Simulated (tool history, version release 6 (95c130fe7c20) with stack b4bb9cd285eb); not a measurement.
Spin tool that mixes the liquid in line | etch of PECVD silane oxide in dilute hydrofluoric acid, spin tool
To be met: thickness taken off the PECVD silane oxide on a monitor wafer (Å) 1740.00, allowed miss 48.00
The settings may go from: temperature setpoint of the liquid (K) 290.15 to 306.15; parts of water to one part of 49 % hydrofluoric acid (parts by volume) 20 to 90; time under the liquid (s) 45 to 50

run	hour	temperature setpoint of the liquid (K)	parts of water to one part of 49 % hydrofluoric acid (parts by volume)	time under the liquid (s)	thickness taken off the PECVD silane oxide on a monitor wafer (Å)
1	0.0	298.15	50	45	512.07
2	2.8	300.65	50	45	555.60
3	4.2	300.65	50	50	630.36
4	11.4	300.65	50	50	627.48
5	20.1	302.65	40	50	861.16
6	28.3	303.65	35	50	1028.20
7	33.8	306.15	20	50	2036.60
8	37.4	305.15	20	50	1977.40
9	40.6	304.15	20	50	1898.60
10	42.7	303.15	20	50	1798.90

4 next moves are on the table. One of them brings every result within its allowed miss. Which?
A	44.8	305.65	25	50	?
B	44.8	303.65	20	50	?
C	44.8	306.15	20	45	?
D	44.8	302.15	20	50	?

move	thickness taken off the PECVD silane oxide on a monitor wafer (Å)
A	1601.70
B	1864.10
C	1854.00
D	1754.20
A: takes the result that was furthest off past its target
B: further off than the last run
C: further off than the last run
D: meets every target
The right move is D.
